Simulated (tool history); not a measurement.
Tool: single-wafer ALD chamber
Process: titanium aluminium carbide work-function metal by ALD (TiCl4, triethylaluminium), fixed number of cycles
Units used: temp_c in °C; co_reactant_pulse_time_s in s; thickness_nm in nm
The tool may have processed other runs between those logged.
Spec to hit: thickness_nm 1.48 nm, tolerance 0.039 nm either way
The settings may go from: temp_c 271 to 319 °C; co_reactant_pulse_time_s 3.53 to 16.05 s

{"run": 1, "day": 0.0, "temp_c": 295, "co_reactant_pulse_time_s": 9.79, "thickness_nm": 1.6996}
{"run": 2, "day": 0.067, "temp_c": 286, "co_reactant_pulse_time_s": 9.79, "thickness_nm": 1.6387}
{"run": 3, "day": 0.217, "temp_c": 286, "co_reactant_pulse_time_s": 11.43, "thickness_nm": 1.6609}
{"run": 4, "day": 0.333, "temp_c": 282, "co_reactant_pulse_time_s": 10.12, "thickness_nm": 1.6141}
{"run": 5, "day": 0.467, "temp_c": 292, "co_reactant_pulse_time_s": 10.12, "thickness_nm": 1.6886}
{"run": 6, "day": 0.683, "temp_c": 301, "co_reactant_pulse_time_s": 10.12, "thickness_nm": 1.7588}
{"run": 7, "day": 0.892, "temp_c": 294, "co_reactant_pulse_time_s": 9.03, "thickness_nm": 1.6724}
{"run": 8, "day": 1.217, "temp_c": 290, "co_reactant_pulse_time_s": 8.24, "thickness_nm": 1.6243}
{"run": 9, "day": 1.246, "temp_c": 287, "co_reactant_pulse_time_s": 7.68, "thickness_nm": 1.592}
{"run": 10, "day": 1.458, "temp_c": 284, "co_reactant_pulse_time_s": 7.24, "thickness_nm": 1.5476}

Exercise: of the 4 proposed moves below, exactly one satisfies all targets within the stated allowed misses. Which move is it?
{"run": "A", "day": 1.671, "temp_c": 283, "co_reactant_pulse_time_s": 9.76, "thickness_nm": "?"}
{"run": "B", "day": 1.671, "temp_c": 273, "co_reactant_pulse_time_s": 7.22, "thickness_nm": "?"}
{"run": "C", "day": 1.671, "temp_c": 290, "co_reactant_pulse_time_s": 10.78, "thickness_nm": "?"}
{"run": "D", "day": 1.671, "temp_c": 284, "co_reactant_pulse_time_s": 8.56, "thickness_nm": "?"}

move=A thickness_nm=1.62
move=B thickness_nm=1.4781
move=C thickness_nm=1.6885
move=D thickness_nm=1.6005
A: misses by more than the last run did
B: meets every target
C: misses by more than the last run did
D: misses by more than the last run did
Correct choice: B, which meets every target
